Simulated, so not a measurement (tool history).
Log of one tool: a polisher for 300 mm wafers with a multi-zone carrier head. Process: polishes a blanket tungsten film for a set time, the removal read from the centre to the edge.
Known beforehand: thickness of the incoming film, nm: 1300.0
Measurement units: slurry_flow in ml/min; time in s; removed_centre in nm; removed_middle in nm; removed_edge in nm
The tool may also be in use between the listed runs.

| run | hour | slurry_flow | centre_zone | middle_zone | edge_zone | slurry_solids | time | removed_centre | removed_middle | removed_edge |
|---|---|---|---|---|---|---|---|---|---|---|
| 1 | 0 | 155 | 1 | 1 | 1 | 1 | 63 | 252.09 | 248.87 | 255.42 |
| 2 | 7.6 | 155 | 1 | 1.03 | 1 | 1 | 63 | 253.43 | 254.97 | 252.47 |
| 3 | 16.1 | 155 | 1 | 0.98 | 1 | 1 | 63 | 248.3 | 243.46 | 249.12 |
| 4 | 19.9 | 145 | 0.99 | 0.96 | 1.02 | 1 | 63 | 238.72 | 236.07 | 256.11 |
| 5 | 25.7 | 145 | 0.99 | 0.91 | 1.02 | 1 | 63 | 247.65 | 229.78 | 244.33 |
| 6 | 27 | 165 | 0.99 | 0.91 | 1.02 | 1 | 63 | 247.54 | 234.56 | 259.09 |
| 7 | 28.1 | 160 | 0.98 | 0.9 | 1.03 | 1 | 63 | 244.71 | 234.31 | 262.32 |
| 8 | 33 | 155 | 0.97 | 0.89 | 1.03 | 1 | 63 | 234.54 | 226.18 | 252.31 |
| 9 | 39.8 | 150 | 0.96 | 0.89 | 1.04 | 1 | 63 | 238.34 | 230.52 | 254.64 |
| 10 | 47.5 | 145 | 0.95 | 0.88 | 1.05 | 1 | 63 | 236.07 | 225.07 | 260.87 |

Estimate the outcome of run 11 from the log above:
| 11 | 50.6 | 115 | 0.9 | 0.89 | 1 | 0.9 | 63 | ? | ? | ? |

{"run 11": {"removed_centre": 204.01, "removed_middle": 209.34, "removed_edge": 233.11}}
